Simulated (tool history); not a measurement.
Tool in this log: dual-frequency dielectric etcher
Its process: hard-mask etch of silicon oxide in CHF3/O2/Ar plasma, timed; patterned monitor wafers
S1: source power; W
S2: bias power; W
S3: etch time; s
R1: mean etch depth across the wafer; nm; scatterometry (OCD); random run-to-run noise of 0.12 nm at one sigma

run,hour,S1,S2,S3,R1
1,0.0,800,128,19.5,41.557
2,8.2,800,128,18.0,38.349
3,9.8,740,125,18.0,37.179
4,17.7,740,112,18.0,35.566
5,25.7,740,112,19.5,38.450
6,30.1,740,102,19.5,36.830

Expected results for the next run?
7,34.8,700,100,19.5,?

{"run 7": {"R1": 36.066}}
